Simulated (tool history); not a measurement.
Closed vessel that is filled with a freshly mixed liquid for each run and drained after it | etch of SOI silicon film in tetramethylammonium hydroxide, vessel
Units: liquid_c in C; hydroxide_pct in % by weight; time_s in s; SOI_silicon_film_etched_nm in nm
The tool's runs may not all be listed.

run,hour,liquid_c,hydroxide_pct,time_s,SOI_silicon_film_etched_nm
1,0.0,65.0,11.5,95,598.80
2,3.6,68.0,11.5,95,704.94
3,9.5,68.0,11.5,95,699.02
4,13.7,65.0,11.5,95,584.29
5,20.5,63.0,11.5,95,520.54
6,27.0,58.0,11.5,95,387.28

Run 7, settings as shown, results not yet in. Your forecast:
7,31.4,57.5,11.5,95,?

Run 7 measured SOI_silicon_film_etched_nm 371.30 nm.
